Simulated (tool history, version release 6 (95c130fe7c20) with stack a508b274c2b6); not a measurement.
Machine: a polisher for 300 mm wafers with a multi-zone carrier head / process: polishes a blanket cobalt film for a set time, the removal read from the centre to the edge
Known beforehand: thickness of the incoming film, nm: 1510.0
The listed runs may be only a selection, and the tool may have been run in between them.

run	hour	flow of slurry (ml/min)	pressure of the head's centre zone	pressure of the head's middle zone	pressure of the head's edge zone	polishing time (s)	film removed at the wafer's centre (nm)	film removed at mid-radius (nm)	film removed at the wafer's edge (nm)
1	0.0	160	1.00	1.00	1.00	59	387.42	379.75	380.54
2	2.7	155	0.98	0.99	0.98	58	366.98	371.88	369.93
3	8.7	155	0.98	1.04	0.98	58	365.79	383.60	372.79
4	17.2	155	0.94	1.04	0.98	58	351.03	381.54	375.14
5	21.6	150	0.93	1.02	0.96	57	342.48	366.95	358.23
6	23.2	145	0.92	1.01	0.95	57	335.67	360.38	352.84
7	27.6	100	0.86	0.94	0.86	56	280.35	312.53	319.44

Estimate the outcome of run 8 from the log above:
8	33.3	105	0.87	0.94	0.86	56	?	?	?

film removed at the wafer's centre (nm): 282.81
film removed at mid-radius (nm): 323.39
film removed at the wafer's edge (nm): 323.74
